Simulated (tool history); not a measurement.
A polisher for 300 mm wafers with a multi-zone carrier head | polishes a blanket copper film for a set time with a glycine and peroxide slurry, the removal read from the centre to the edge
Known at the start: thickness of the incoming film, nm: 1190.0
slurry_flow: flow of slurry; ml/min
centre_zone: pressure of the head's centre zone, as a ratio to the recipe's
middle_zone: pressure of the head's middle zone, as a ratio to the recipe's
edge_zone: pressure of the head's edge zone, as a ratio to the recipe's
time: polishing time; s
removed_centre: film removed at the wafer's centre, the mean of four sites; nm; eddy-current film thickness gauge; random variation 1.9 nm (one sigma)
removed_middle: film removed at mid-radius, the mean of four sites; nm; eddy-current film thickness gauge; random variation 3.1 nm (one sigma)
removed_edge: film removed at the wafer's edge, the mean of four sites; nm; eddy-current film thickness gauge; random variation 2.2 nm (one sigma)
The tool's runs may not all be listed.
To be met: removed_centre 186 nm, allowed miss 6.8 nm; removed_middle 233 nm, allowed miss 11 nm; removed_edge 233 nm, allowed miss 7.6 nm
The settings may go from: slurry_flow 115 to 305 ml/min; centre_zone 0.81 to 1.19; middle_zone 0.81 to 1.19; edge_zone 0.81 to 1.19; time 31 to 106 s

Run 1, hour 0: slurry_flow 195 ml/min, centre_zone 1, middle_zone 1, edge_zone 1, time 68 s. Result: removed_centre 301.39 nm, removed_middle 318.04 nm, removed_edge 309.86 nm.
Run 2, hour 1.4: slurry_flow 230 ml/min, centre_zone 1, middle_zone 1, edge_zone 1, time 68 s. Result: removed_centre 301.63 nm, removed_middle 315.1 nm, removed_edge 322.21 nm.
Run 3, hour 8.9: slurry_flow 265 ml/min, centre_zone 1, middle_zone 1, edge_zone 1, time 68 s. Result: removed_centre 311.01 nm, removed_middle 324.29 nm, removed_edge 324.17 nm.
Run 4, hour 13.6: slurry_flow 265 ml/min, centre_zone 1, middle_zone 1, edge_zone 1.05, time 68 s. Result: removed_centre 315.57 nm, removed_middle 322.51 nm, removed_edge 327.26 nm.
Run 5, hour 18.7: slurry_flow 255 ml/min, centre_zone 0.96, middle_zone 1, edge_zone 1.03, time 63 s. Result: removed_centre 277.59 nm, removed_middle 300.71 nm, removed_edge 304.84 nm.
Run 6, hour 21.3: slurry_flow 245 ml/min, centre_zone 0.93, middle_zone 1, edge_zone 1.01, time 59 s. Result: removed_centre 251.18 nm, removed_middle 280.6 nm, removed_edge 275.75 nm.
Run 7, hour 24: slurry_flow 230 ml/min, centre_zone 0.9, middle_zone 1, edge_zone 1.03, time 57 s. Result: removed_centre 231.34 nm, removed_middle 268.91 nm, removed_edge 272.33 nm.
Run 8, hour 31: slurry_flow 220 ml/min, centre_zone 0.88, middle_zone 0.99, edge_zone 1.01, time 56 s. Result: removed_centre 219.41 nm, removed_middle 264.55 nm, removed_edge 262.28 nm.
Run 9, hour 38: slurry_flow 215 ml/min, centre_zone 0.87, middle_zone 0.97, edge_zone 0.99, time 55 s. Result: removed_centre 217.75 nm, removed_middle 248.03 nm, removed_edge 254.66 nm.
Run 10, hour 43.4: slurry_flow 205 ml/min, centre_zone 0.86, middle_zone 0.97, edge_zone 0.99, time 54 s. Result: removed_centre 207.32 nm, removed_middle 245.65 nm, removed_edge 250.24 nm.
Run 11, hour 48.6: slurry_flow 205 ml/min, centre_zone 0.86, middle_zone 0.97, edge_zone 0.99, time 54 s. Result: removed_centre 201.68 nm, removed_middle 243.31 nm, removed_edge 247.96 nm.
Run 12, hour 49.2: slurry_flow 195 ml/min, centre_zone 0.86, middle_zone 0.97, edge_zone 0.98, time 54 s. Result: removed_centre 207.17 nm, removed_middle 240.13 nm, removed_edge 246.29 nm.
Run 13, hour 53.8: slurry_flow 195 ml/min, centre_zone 0.86, middle_zone 0.97, edge_zone 0.98, time 54 s. Result: removed_centre 205.29 nm, removed_middle 244.41 nm, removed_edge 248.65 nm.
Run 14, hour 54.7: slurry_flow 190 ml/min, centre_zone 0.85, middle_zone 0.97, edge_zone 0.97, time 54 s. Result: removed_centre 198.02 nm, removed_middle 242.32 nm, removed_edge 247.75 nm.
Run 15, hour 63.6: slurry_flow 185 ml/min, centre_zone 0.85, middle_zone 0.97, edge_zone 0.96, time 53 s. Result: removed_centre 197.14 nm, removed_middle 232.86 nm, removed_edge 240.48 nm.
Run 16, hour 64.5: slurry_flow 185 ml/min, centre_zone 0.85, middle_zone 0.97, edge_zone 0.96, time 53 s. Result: removed_centre 201.11 nm, removed_middle 232.49 nm, removed_edge 241.07 nm.
Run 17, hour 68.8: slurry_flow 150 ml/min, centre_zone 0.81, middle_zone 1.01, edge_zone 0.94, time 52 s. Result: removed_centre 175.72 nm, removed_middle 233.01 nm, removed_edge 225.07 nm.
Run 18, hour 69.9: slurry_flow 155 ml/min, centre_zone 0.81, middle_zone 1, edge_zone 0.94, time 52 s. Result: removed_centre 176.94 nm, removed_middle 228.35 nm, removed_edge 226.93 nm.
Run 19, hour 72.2: slurry_flow 160 ml/min, centre_zone 0.81, middle_zone 1, edge_zone 0.94, time 52 s. Result: removed_centre 179.77 nm, removed_middle 236.81 nm, removed_edge 225.64 nm.

Which of these 5 next moves meets every target?
Run A, hour 74.5: slurry_flow 140 ml/min, centre_zone 0.83, middle_zone 0.99, edge_zone 0.97, time 54 s. Result: removed_centre ?, removed_middle ?, removed_edge ?.
Run B, hour 74.5: slurry_flow 160 ml/min, centre_zone 0.81, middle_zone 1.13, edge_zone 0.94, time 49 s. Result: removed_centre ?, removed_middle ?, removed_edge ?.
Run C, hour 74.5: slurry_flow 130 ml/min, centre_zone 0.81, middle_zone 1.04, edge_zone 0.94, time 54 s. Result: removed_centre ?, removed_middle ?, removed_edge ?.
Run D, hour 74.5: slurry_flow 195 ml/min, centre_zone 0.86, middle_zone 1.04, edge_zone 0.93, time 49 s. Result: removed_centre ?, removed_middle ?, removed_edge ?.
Run E, hour 74.5: slurry_flow 165 ml/min, centre_zone 0.88, middle_zone 0.93, edge_zone 0.91, time 54 s. Result: removed_centre ?, removed_middle ?, removed_edge ?.

move  removed_centre  removed_middle  removed_edge
   A          183.73          227.63        233.63
   B          168.27          238.05        212.88
   C          175.65          233.05        227.09
   D          185.91          229.74        217.66
   E          202.71          223.71        232.73
A: meets every target
B: further off than the last run
C: brings the result that was furthest off to its target, and leaves another outside
D: further off than the last run
E: brings the result that was furthest off to its target, and leaves another outside
The right move is A.
